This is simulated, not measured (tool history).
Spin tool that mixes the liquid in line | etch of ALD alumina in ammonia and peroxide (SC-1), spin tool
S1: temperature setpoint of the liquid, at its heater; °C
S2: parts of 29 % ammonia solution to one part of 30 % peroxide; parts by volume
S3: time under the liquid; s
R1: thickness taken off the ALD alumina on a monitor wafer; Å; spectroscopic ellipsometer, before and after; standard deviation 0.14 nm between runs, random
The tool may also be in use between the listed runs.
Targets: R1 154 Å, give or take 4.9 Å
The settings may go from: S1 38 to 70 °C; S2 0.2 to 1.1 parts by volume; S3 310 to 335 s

Run 1, day 0: S1 54 °C, S2 0.6 parts by volume, S3 310 s. Result: R1 200.43 Å.
Run 2, day 0.283: S1 51 °C, S2 0.6 parts by volume, S3 310 s. Result: R1 171.91 Å.
Run 3, day 0.504: S1 51 °C, S2 0.6 parts by volume, S3 335 s. Result: R1 185.33 Å.
Run 4, day 0.638: S1 51 °C, S2 0.6 parts by volume, S3 335 s. Result: R1 187.2 Å.
Run 5, day 0.712: S1 50.5 °C, S2 0.6 parts by volume, S3 335 s. Result: R1 179.66 Å.
Run 6, day 0.871: S1 50.5 °C, S2 0.6 parts by volume, S3 335 s. Result: R1 178.21 Å.
Run 7, day 0.983: S1 50 °C, S2 0.6 parts by volume, S3 335 s. Result: R1 177.73 Å.
Run 8, day 1.025: S1 49.5 °C, S2 0.6 parts by volume, S3 335 s. Result: R1 171.41 Å.
Run 9, day 1.258: S1 49.5 °C, S2 0.6 parts by volume, S3 335 s. Result: R1 172.46 Å.
Run 10, day 1.517: S1 47 °C, S2 0.6 parts by volume, S3 335 s. Result: R1 151.7 Å.

Which one of the following 4 next-run settings gets every result inside its allowed miss? There is exactly one.
Run A, day 1.775: S1 49.5 °C, S2 0.5 parts by volume, S3 310 s. Result: R1 ?.
Run B, day 1.775: S1 46.5 °C, S2 0.55 parts by volume, S3 335 s. Result: R1 ?.
Run C, day 1.775: S1 47.5 °C, S2 0.7 parts by volume, S3 310 s. Result: R1 ?.
Run D, day 1.775: S1 47 °C, S2 0.75 parts by volume, S3 320 s. Result: R1 ?.

move      R1
   A  157.33
   B  145.13
   C  145.36
   D  146.86
A: in spec on every target
B: lands further from the targets than the last run did
C: lands further from the targets than the last run did
D: lands further from the targets than the last run did
A is the move that brings every result within its allowed miss.
